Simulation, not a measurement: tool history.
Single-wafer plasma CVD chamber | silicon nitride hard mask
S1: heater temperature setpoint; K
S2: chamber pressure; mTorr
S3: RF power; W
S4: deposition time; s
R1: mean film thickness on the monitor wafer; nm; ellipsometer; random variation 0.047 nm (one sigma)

run	hour	S1	S2	S3	S4	R1
1	0	668.15	1090	305	20.3	20.128
2	0.7	668.15	920	305	20.3	18.842
3	7.2	668.15	860	290	20.3	17.371
4	10.1	668.15	820	285	20.3	16.834
5	15.3	668.15	820	285	20.3	16.876
6	22.2	662.15	820	285	20.3	16.993
7	28.4	662.15	780	280	20.3	16.286

Run 8 comes next. What will it give?
8	32.9	662.15	750	275	20.3	?

R1: 15.642 nm
